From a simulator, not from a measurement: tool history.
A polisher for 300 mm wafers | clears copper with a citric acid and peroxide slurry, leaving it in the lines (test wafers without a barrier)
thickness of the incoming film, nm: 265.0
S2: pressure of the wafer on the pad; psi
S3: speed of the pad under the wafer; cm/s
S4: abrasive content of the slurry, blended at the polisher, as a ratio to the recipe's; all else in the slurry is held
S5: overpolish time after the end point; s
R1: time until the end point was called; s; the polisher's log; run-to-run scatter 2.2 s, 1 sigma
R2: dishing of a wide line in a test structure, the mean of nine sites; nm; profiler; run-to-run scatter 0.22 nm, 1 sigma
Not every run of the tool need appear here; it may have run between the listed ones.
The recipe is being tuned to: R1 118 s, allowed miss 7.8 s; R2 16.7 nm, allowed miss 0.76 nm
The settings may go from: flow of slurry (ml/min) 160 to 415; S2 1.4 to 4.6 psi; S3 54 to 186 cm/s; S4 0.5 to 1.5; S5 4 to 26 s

Run 1, hour 0: flow of slurry (ml/min) 265, S2 3 psi, S3 118 cm/s, S4 1, S5 13 s. Result: R1 119.68 s, R2 21.843 nm.
Run 2, hour 6.5: flow of slurry (ml/min) 265, S2 3 psi, S3 118 cm/s, S4 1, S5 12 s. Result: R1 118.9 s, R2 19.974 nm.
Run 3, hour 7.3: flow of slurry (ml/min) 265, S2 3 psi, S3 118 cm/s, S4 1.2, S5 12 s. Result: R1 115.17 s, R2 20.552 nm.
Run 4, hour 15.5: flow of slurry (ml/min) 265, S2 3 psi, S3 144 cm/s, S4 1.2, S5 12 s. Result: R1 91.558 s, R2 24.583 nm.
Run 5, hour 24.3: flow of slurry (ml/min) 265, S2 3 psi, S3 174 cm/s, S4 1.2, S5 12 s. Result: R1 76.844 s, R2 29.148 nm.
Run 6, hour 25.5: flow of slurry (ml/min) 270, S2 2.6 psi, S3 172 cm/s, S4 1.2, S5 11 s. Result: R1 92.179 s, R2 23.532 nm.
Run 7, hour 33.1: flow of slurry (ml/min) 270, S2 2.4 psi, S3 170 cm/s, S4 1.2, S5 10 s. Result: R1 99.637 s, R2 20.099 nm.
Run 8, hour 39.1: flow of slurry (ml/min) 270, S2 2.3 psi, S3 170 cm/s, S4 1.2, S5 10 s. Result: R1 99.53 s, R2 19.082 nm.
Run 9, hour 44.8: flow of slurry (ml/min) 270, S2 2.3 psi, S3 170 cm/s, S4 1.2, S5 10 s. Result: R1 104.19 s, R2 19.515 nm.
Run 10, hour 48.3: flow of slurry (ml/min) 270, S2 2.2 psi, S3 170 cm/s, S4 1.2, S5 10 s. Result: R1 110.94 s, R2 17.802 nm.
Run 11, hour 55.5: flow of slurry (ml/min) 265, S2 2.1 psi, S3 170 cm/s, S4 1.2, S5 10 s. Result: R1 111.82 s, R2 17.491 nm.

Pick the move, out of 5, that brings all results within their allowed miss; only one does.
Run A, hour 62.7: flow of slurry (ml/min) 260, S2 2 psi, S3 136 cm/s, S4 1.3, S5 13 s. Result: R1 ?, R2 ?.
Run B, hour 62.7: flow of slurry (ml/min) 240, S2 1.6 psi, S3 180 cm/s, S4 1.15, S5 12 s. Result: R1 ?, R2 ?.
Run C, hour 62.7: flow of slurry (ml/min) 225, S2 1.8 psi, S3 168 cm/s, S4 1.05, S5 14 s. Result: R1 ?, R2 ?.
Run D, hour 62.7: flow of slurry (ml/min) 295, S2 1.8 psi, S3 174 cm/s, S4 1.5, S5 12 s. Result: R1 ?, R2 ?.
Run E, hour 62.7: flow of slurry (ml/min) 270, S2 2 psi, S3 174 cm/s, S4 1.1, S5 10 s. Result: R1 ?, R2 ?.

move      R1      R2
   A  142.59  17.785
   B   141.5  16.515
   C  140.03  19.286
   D  117.95  19.594
   E  117.96   16.62
A: misses by more than the last run did
B: gets the furthest-off result to its target, but another result is out of tolerance
C: misses by more than the last run did
D: misses by more than the last run did
E: in spec on every target
Answer: E

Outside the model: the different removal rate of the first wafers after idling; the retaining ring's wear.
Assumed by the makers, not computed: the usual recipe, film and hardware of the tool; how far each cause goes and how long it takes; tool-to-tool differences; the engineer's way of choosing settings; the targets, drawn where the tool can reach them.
